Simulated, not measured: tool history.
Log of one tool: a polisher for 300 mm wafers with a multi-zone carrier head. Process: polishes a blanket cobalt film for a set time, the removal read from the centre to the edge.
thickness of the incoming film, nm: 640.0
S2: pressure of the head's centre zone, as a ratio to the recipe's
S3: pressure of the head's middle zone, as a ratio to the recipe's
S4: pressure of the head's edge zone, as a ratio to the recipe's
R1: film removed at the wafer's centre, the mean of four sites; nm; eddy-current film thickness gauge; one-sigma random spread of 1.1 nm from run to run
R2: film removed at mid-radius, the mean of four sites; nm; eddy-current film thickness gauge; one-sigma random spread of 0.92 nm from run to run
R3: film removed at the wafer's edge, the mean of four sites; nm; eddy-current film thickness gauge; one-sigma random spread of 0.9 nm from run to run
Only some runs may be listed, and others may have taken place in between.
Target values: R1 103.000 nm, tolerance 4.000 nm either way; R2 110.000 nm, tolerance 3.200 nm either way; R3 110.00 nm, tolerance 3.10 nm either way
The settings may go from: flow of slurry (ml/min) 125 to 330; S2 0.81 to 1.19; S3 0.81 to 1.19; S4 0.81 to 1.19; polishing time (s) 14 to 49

Run 1, hour 0.0: flow of slurry (ml/min) 210, S2 1.00, S3 1.00, S4 1.00, polishing time (s) 31. Result: R1 160.710 nm, R2 161.240 nm, R3 160.59 nm.
Run 2, hour 0.9: flow of slurry (ml/min) 210, S2 1.00, S3 1.00, S4 1.00, polishing time (s) 38. Result: R1 194.290 nm, R2 200.590 nm, R3 199.97 nm.
Run 3, hour 3.8: flow of slurry (ml/min) 210, S2 1.00, S3 1.00, S4 1.00, polishing time (s) 41. Result: R1 211.330 nm, R2 215.350 nm, R3 211.59 nm.
Run 4, hour 6.2: flow of slurry (ml/min) 210, S2 1.00, S3 1.05, S4 1.00, polishing time (s) 41. Result: R1 206.800 nm, R2 225.540 nm, R3 215.69 nm.
Run 5, hour 11.8: flow of slurry (ml/min) 195, S2 0.95, S3 1.01, S4 0.96, polishing time (s) 35. Result: R1 164.320 nm, R2 183.780 nm, R3 176.95 nm.
Run 6, hour 14.2: flow of slurry (ml/min) 195, S2 0.95, S3 1.08, S4 0.96, polishing time (s) 35. Result: R1 165.310 nm, R2 195.420 nm, R3 177.24 nm.
Run 7, hour 20.3: flow of slurry (ml/min) 190, S2 0.93, S3 1.03, S4 0.93, polishing time (s) 30. Result: R1 140.470 nm, R2 160.920 nm, R3 149.83 nm.
Run 8, hour 28.6: flow of slurry (ml/min) 185, S2 0.91, S3 0.99, S4 0.91, polishing time (s) 27. Result: R1 117.640 nm, R2 137.790 nm, R3 132.87 nm.
Run 9, hour 31.1: flow of slurry (ml/min) 185, S2 0.92, S3 0.96, S4 0.89, polishing time (s) 26. Result: R1 115.940 nm, R2 127.870 nm, R3 126.39 nm.
Run 10, hour 39.3: flow of slurry (ml/min) 180, S2 0.92, S3 0.95, S4 0.87, polishing time (s) 25. Result: R1 113.720 nm, R2 121.030 nm, R3 120.45 nm.
Run 11, hour 43.6: flow of slurry (ml/min) 175, S2 0.91, S3 0.94, S4 0.85, polishing time (s) 25. Result: R1 111.110 nm, R2 121.040 nm, R3 119.16 nm.
Run 12, hour 52.4: flow of slurry (ml/min) 155, S2 0.91, S3 0.89, S4 0.81, polishing time (s) 23. Result: R1 98.352 nm, R2 101.830 nm, R3 106.96 nm.
Run 13, hour 58.8: flow of slurry (ml/min) 170, S2 0.91, S3 0.90, S4 0.81, polishing time (s) 23. Result: R1 101.360 nm, R2 105.890 nm, R3 107.46 nm.

4 next moves are on the table. One of them brings every result within its allowed miss. Which?
Run A, hour 65.2: flow of slurry (ml/min) 135, S2 0.93, S3 0.87, S4 0.81, polishing time (s) 23. Result: R1 ?, R2 ?, R3 ?.
Run B, hour 65.2: flow of slurry (ml/min) 190, S2 0.92, S3 0.87, S4 0.81, polishing time (s) 22. Result: R1 ?, R2 ?, R3 ?.
Run C, hour 65.2: flow of slurry (ml/min) 215, S2 0.93, S3 0.94, S4 0.87, polishing time (s) 22. Result: R1 ?, R2 ?, R3 ?.
Run D, hour 65.2: flow of slurry (ml/min) 150, S2 0.89, S3 0.90, S4 0.88, polishing time (s) 23. Result: R1 ?, R2 ?, R3 ?.

move       R1       R2      R3
   A   98.571   98.838  104.89
   B  101.180  101.610  105.68
   C  104.610  110.480  109.91
   D   97.093  104.290  110.00
A: misses by more than the last run did
B: misses by more than the last run did
C: in spec on every target
D: misses by more than the last run did
Correct choice: C, which meets every target
